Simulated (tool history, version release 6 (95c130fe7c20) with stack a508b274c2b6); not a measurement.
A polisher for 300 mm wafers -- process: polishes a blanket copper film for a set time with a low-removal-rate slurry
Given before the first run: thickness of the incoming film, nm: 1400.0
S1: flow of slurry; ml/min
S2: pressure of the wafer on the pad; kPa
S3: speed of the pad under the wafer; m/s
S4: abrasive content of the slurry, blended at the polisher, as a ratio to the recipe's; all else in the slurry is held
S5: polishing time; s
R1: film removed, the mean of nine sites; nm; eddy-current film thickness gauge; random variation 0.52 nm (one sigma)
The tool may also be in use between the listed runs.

Run 1, hour 0: S1 125 ml/min, S2 21.4 kPa, S3 1.02 m/s, S4 1, S5 71 s. Result: R1 175.42 nm.
Run 2, hour 4.4: S1 125 ml/min, S2 21.4 kPa, S3 1.14 m/s, S4 1, S5 71 s. Result: R1 195.55 nm.
Run 3, hour 8.8: S1 125 ml/min, S2 21.4 kPa, S3 1.14 m/s, S4 1, S5 71 s. Result: R1 193.13 nm.
Run 4, hour 11.5: S1 125 ml/min, S2 21.4 kPa, S3 1.14 m/s, S4 0.85, S5 71 s. Result: R1 188.05 nm.
Run 5, hour 17.3: S1 100 ml/min, S2 21.4 kPa, S3 1.14 m/s, S4 0.85, S5 71 s. Result: R1 176.34 nm.
Run 6, hour 22.2: S1 95 ml/min, S2 17.9 kPa, S3 1.08 m/s, S4 0.85, S5 71 s. Result: R1 138.08 nm.
Run 7, hour 26.9: S1 90 ml/min, S2 15.9 kPa, S3 1.04 m/s, S4 0.85, S5 71 s. Result: R1 114.9 nm.
Run 8, hour 33.7: S1 75 ml/min, S2 9.7 kPa, S3 1.02 m/s, S4 0.85, S5 71 s. Result: R1 67.388 nm.
Run 9, hour 39.8: S1 90 ml/min, S2 9.7 kPa, S3 1.02 m/s, S4 0.85, S5 71 s. Result: R1 71.694 nm.
At hour 41.5: slurry nozzle cleaned.
Run 10, hour 41.5: S1 115 ml/min, S2 9.7 kPa, S3 1.02 m/s, S4 0.85, S5 71 s. Result: R1 84.633 nm.
Run 11, hour 49.7: S1 110 ml/min, S2 9.7 kPa, S3 1.02 m/s, S4 0.85, S5 71 s. Result: R1 85.092 nm.
Run 12, hour 56.7: S1 105 ml/min, S2 9.7 kPa, S3 1.02 m/s, S4 0.85, S5 71 s. Result: R1 84.628 nm.
Run 13, hour 57.9: S1 105 ml/min, S2 9.7 kPa, S3 1.02 m/s, S4 0.85, S5 71 s. Result: R1 84.046 nm.
Run 14, hour 62.2: S1 100 ml/min, S2 9.7 kPa, S3 1.02 m/s, S4 0.85, S5 71 s. Result: R1 82.45 nm.
Run 15, hour 67.8: S1 95 ml/min, S2 9.7 kPa, S3 1.02 m/s, S4 0.85, S5 71 s. Result: R1 83.085 nm.

Run 16, settings as shown, results not yet in. Your forecast:
Run 16, hour 75.5: S1 90 ml/min, S2 9.7 kPa, S3 1.02 m/s, S4 0.85, S5 71 s. Result: R1 ?.

Run 16 gave R1 81.027 nm.
